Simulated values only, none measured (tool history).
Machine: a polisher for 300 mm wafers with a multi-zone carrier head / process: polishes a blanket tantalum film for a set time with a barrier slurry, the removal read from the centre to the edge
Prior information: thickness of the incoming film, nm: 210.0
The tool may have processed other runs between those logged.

run  hour  flow of slurry (ml/min)  pressure of the head's centre zone  pressure of the head's middle zone  pressure of the head's edge zone  abrasive content of the slurry  polishing time (s)  film removed at the wafer's centre (angstrom)  film removed at mid-radius (angstrom)  film removed at the wafer's edge (angstrom)
  1     0                      215                                   1                                   1                                 1                               1                  38                                         773.65                                 842.08                                       823.08
  2   1.1                      205                                0.98                                0.95                              0.97                            0.85                  34                                            665                                 692.86                                       697.39
  3   8.9                      205                                0.94                                0.95                              0.97                            0.85                  34                                          618.1                                    684                                       691.41
  4  16.2                      195                                0.92                                0.91                              0.94                            0.75                  32                                         545.03                                 603.79                                       618.53
  5    18                      195                                0.92                                0.91                              0.94                            0.95                  32                                         570.93                                 620.46                                       661.54
  6    19                      185                                0.92                                0.88                              0.92                             0.8                  31                                         534.19                                 562.97                                       601.58
  7  20.1                      160                                0.89                                0.81                              0.87                            0.55                  28                                         398.11                                 402.61                                       464.09

Forecast run 8:
  8  20.8                      185                                 0.9                                0.82                              0.87                            0.55                  28                                              ?                                      ?                                            ?

Run 8 gave film removed at the wafer's centre (angstrom) 419.65, film removed at mid-radius (angstrom) 438.46, film removed at the wafer's edge (angstrom) 475.95.
